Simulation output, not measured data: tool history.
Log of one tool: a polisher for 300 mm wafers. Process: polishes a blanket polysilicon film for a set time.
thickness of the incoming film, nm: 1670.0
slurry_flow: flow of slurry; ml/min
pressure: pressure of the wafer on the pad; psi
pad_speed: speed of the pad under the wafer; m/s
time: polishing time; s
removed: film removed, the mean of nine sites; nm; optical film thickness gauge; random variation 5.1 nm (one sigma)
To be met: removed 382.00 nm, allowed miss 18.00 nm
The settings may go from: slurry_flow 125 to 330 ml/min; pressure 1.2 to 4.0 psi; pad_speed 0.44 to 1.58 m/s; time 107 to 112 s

{"run": 1, "day": 0.0, "slurry_flow": 210, "pressure": 2.6, "pad_speed": 1.0, "time": 107, "removed": 663.53}
{"run": 2, "day": 0.229, "slurry_flow": 210, "pressure": 2.2, "pad_speed": 0.98, "time": 107, "removed": 574.71}
{"run": 3, "day": 0.367, "slurry_flow": 210, "pressure": 1.9, "pad_speed": 0.96, "time": 107, "removed": 492.06}
{"run": 4, "day": 0.488, "slurry_flow": 210, "pressure": 2.2, "pad_speed": 0.96, "time": 107, "removed": 552.35}
{"run": 5, "day": 0.658, "slurry_flow": 210, "pressure": 1.9, "pad_speed": 0.96, "time": 107, "removed": 498.74}
{"run": 6, "day": 1.029, "slurry_flow": 210, "pressure": 1.9, "pad_speed": 1.06, "time": 107, "removed": 545.51}
{"run": 7, "day": 1.258, "slurry_flow": 210, "pressure": 1.7, "pad_speed": 1.02, "time": 107, "removed": 467.86}
{"run": 8, "day": 1.508, "slurry_flow": 210, "pressure": 1.6, "pad_speed": 1.02, "time": 107, "removed": 460.64}
{"run": 9, "day": 1.579, "slurry_flow": 210, "pressure": 1.5, "pad_speed": 1.02, "time": 107, "removed": 430.26}
{"run": 10, "day": 1.892, "slurry_flow": 210, "pressure": 1.4, "pad_speed": 1.02, "time": 107, "removed": 415.5}

4 next moves are on the table. One of them brings every result within its allowed miss. Which?
{"run": "A", "day": 2.204, "slurry_flow": 255, "pressure": 1.2, "pad_speed": 0.96, "time": 107, "removed": "?"}
{"run": "B", "day": 2.204, "slurry_flow": 135, "pressure": 1.6, "pad_speed": 0.84, "time": 107, "removed": "?"}
{"run": "C", "day": 2.204, "slurry_flow": 205, "pressure": 1.5, "pad_speed": 0.84, "time": 112, "removed": "?"}
{"run": "D", "day": 2.204, "slurry_flow": 190, "pressure": 1.3, "pad_speed": 0.9, "time": 110, "removed": "?"}

move=A removed=356.05
move=B removed=355.47
move=C removed=377.57
move=D removed=352.09
A: takes the result that was furthest off past its target
B: takes the result that was furthest off past its target
C: meets every target
D: takes the result that was furthest off past its target
Answer: C
